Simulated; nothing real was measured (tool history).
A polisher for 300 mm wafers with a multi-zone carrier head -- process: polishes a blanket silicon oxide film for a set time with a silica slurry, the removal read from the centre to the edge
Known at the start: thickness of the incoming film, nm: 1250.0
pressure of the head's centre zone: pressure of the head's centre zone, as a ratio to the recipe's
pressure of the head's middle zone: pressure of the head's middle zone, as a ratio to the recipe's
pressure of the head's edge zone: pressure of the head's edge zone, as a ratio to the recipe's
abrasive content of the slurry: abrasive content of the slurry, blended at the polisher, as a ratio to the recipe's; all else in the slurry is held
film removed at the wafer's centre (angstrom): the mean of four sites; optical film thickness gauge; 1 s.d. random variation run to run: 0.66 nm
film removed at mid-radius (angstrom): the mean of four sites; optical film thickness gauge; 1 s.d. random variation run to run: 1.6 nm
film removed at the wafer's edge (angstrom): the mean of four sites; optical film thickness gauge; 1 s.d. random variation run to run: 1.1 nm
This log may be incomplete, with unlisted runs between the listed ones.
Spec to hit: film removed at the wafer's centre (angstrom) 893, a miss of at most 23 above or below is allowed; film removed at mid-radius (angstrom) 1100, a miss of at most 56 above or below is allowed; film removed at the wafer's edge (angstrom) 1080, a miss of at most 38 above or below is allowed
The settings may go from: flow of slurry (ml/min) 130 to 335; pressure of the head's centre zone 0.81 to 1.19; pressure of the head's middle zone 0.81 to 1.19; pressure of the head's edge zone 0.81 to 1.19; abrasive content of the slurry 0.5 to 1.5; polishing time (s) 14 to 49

run	hour	flow of slurry (ml/min)	pressure of the head's centre zone	pressure of the head's middle zone	pressure of the head's edge zone	abrasive content of the slurry	polishing time (s)	film removed at the wafer's centre (angstrom)	film removed at mid-radius (angstrom)	film removed at the wafer's edge (angstrom)
1	0	215	1	1	1	1	31	810.76	829.61	802.99
2	7.8	215	0.99	1.01	1.02	1.05	31	808.26	856.1	824.78
3	12.2	215	0.99	1.01	1.06	1.05	31	821.13	832.56	841.15
4	18.9	215	0.98	1.02	1.07	1.1	31	820.02	870.26	868.6
5	25.3	255	0.98	1.02	1.07	1.1	31	840.62	915.71	872.31
6	26.8	255	0.98	1.02	0.99	1.1	31	825.95	858.74	855.95
7	31.7	255	0.97	1.03	1	1.15	31	850.04	882.36	882.71
8	37.4	255	0.96	1.05	1.01	1.2	31	841.99	934.51	877.35
9	46.2	260	0.95	1.05	1.03	1.25	31	864.18	980.85	900.02
10	53	265	0.94	1.04	1.04	1.25	31	854.91	951.87	909.27
11	57.1	265	0.94	1.04	1.04	1.25	31	857.89	931.54	920.26
12	59.8	265	0.93	1.05	1.05	1.3	31	866.39	981.99	936.99
13	66.9	265	0.92	1.05	1.06	1.3	31	858.68	971.62	933.71
14	74	265	0.91	1.05	1.07	1.3	31	836.82	963.7	927.34
15	76.7	265	0.9	1.05	1.08	1.3	31	825.35	965.95	951.63
16	80.3	265	0.9	1.05	1.09	1.3	31	830.67	970.68	953.5
17	84.4	265	0.9	1.05	1.1	1.3	31	830	973.07	952.72

Which one of the following 4 next-run settings gets every result inside its allowed miss? There is exactly one.
A	88.5	300	0.82	1.09	1.16	1.25	34	?	?	?
B	88.5	280	0.86	0.86	1.09	1.35	34	?	?	?
C	88.5	240	0.88	1.12	1.15	1.1	37	?	?	?
D	88.5	260	0.82	1.01	1.12	1.35	36	?	?	?

move	film removed at the wafer's centre (angstrom)	film removed at mid-radius (angstrom)	film removed at the wafer's edge (angstrom)
A	820.83	1080.1	1077
B	878.51	963.07	1070.3
C	886.43	1106.9	1087.6
D	878.94	1107.7	1140.1
A: brings the result that was furthest off to its target, and leaves another outside
B: brings the result that was furthest off to its target, and leaves another outside
C: meets every target
D: the result that was furthest off in the last run now lies on the other side of its target
C is the move that brings every result within its allowed miss.
